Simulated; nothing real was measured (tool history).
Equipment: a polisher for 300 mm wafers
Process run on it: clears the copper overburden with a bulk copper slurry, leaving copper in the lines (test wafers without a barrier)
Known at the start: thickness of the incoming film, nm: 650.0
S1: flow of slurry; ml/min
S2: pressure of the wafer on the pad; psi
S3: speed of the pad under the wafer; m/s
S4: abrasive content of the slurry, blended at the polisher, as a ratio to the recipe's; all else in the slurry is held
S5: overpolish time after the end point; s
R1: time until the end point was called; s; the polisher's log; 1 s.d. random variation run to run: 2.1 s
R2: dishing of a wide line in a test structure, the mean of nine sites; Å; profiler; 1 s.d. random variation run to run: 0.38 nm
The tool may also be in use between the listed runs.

run 1 hour=0.0 | S1=175 S2=3.0 S3=0.84 S4=1.0 S5=9 | R1=95.005 R2=448.79
run 2 hour=3.9 | S1=175 S2=2.9 S3=0.84 S4=1.0 S5=9 | R1=93.508 R2=432.16
run 3 hour=9.5 | S1=175 S2=2.9 S3=0.84 S4=1.0 S5=12 | R1=94.930 R2=547.73
run 4 hour=11.8 | S1=180 S2=2.7 S3=0.86 S4=1.0 S5=11 | R1=96.948 R2=501.89
run 5 hour=15.3 | S1=180 S2=2.7 S3=1.06 S4=1.0 S5=11 | R1=79.093 R2=578.31
run 6 hour=16.6 | S1=185 S2=2.4 S3=1.06 S4=1.0 S5=10 | R1=84.904 R2=515.31

Predict the results of run 7:
run 7 hour=21.6 | S1=185 S2=2.2 S3=1.06 S4=1.0 S5=9 | R1=? R2=?

Run 7 came out at R1 92.027 s, R2 446.67 Å.

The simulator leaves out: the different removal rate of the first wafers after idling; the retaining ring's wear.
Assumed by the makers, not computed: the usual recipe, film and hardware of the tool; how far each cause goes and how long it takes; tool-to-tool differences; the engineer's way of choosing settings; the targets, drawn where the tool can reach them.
